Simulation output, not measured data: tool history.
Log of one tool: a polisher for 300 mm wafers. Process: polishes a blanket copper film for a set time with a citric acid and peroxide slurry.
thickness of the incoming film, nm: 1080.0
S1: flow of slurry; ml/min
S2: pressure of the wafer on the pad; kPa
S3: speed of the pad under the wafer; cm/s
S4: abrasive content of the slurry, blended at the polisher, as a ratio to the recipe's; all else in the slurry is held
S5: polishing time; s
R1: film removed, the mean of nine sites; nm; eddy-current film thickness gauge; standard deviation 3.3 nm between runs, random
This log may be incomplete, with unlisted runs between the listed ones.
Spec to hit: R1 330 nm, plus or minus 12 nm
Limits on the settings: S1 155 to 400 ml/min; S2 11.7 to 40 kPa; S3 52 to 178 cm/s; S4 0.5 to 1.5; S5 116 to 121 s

run 1 hour=0 | S1=255 S2=25.5 S3=114 S4=1 S5=116 | R1=422.16
run 2 hour=5.1 | S1=255 S2=24.1 S3=114 S4=1 S5=116 | R1=392.37
run 3 hour=11.8 | S1=255 S2=23.4 S3=114 S4=1 S5=116 | R1=379.94
run 4 hour=18.5 | S1=255 S2=23.4 S3=114 S4=1.1 S5=116 | R1=394.76
-- hour=26.6 worn pad replaced by a new one
run 5 hour=26.6 | S1=255 S2=22.8 S3=114 S4=1.1 S5=116 | R1=400.38
run 6 hour=30.7 | S1=255 S2=22.8 S3=114 S4=1.1 S5=121 | R1=419.23
run 7 hour=38.8 | S1=255 S2=15.9 S3=112 S4=1.1 S5=121 | R1=292.17
run 8 hour=41.1 | S1=255 S2=16.5 S3=112 S4=1.1 S5=121 | R1=305.92

Exactly one of the 4 candidate moves below puts every result within its allowed miss. Which one?
run A hour=43.4 | S1=285 S2=14.5 S3=118 S4=1.2 S5=116 | R1=?
run B hour=43.4 | S1=165 S2=15.9 S3=140 S4=1.2 S5=116 | R1=?
run C hour=43.4 | S1=250 S2=16.5 S3=106 S4=1.25 S5=116 | R1=?
run D hour=43.4 | S1=290 S2=14.5 S3=126 S4=0.95 S5=116 | R1=?

move=A R1=282.52
move=B R1=336.11
move=C R1=287.73
move=D R1=287.42
A: moves away from the targets compared with the last run
B: meets every target
C: moves away from the targets compared with the last run
D: moves away from the targets compared with the last run
B meets every target.

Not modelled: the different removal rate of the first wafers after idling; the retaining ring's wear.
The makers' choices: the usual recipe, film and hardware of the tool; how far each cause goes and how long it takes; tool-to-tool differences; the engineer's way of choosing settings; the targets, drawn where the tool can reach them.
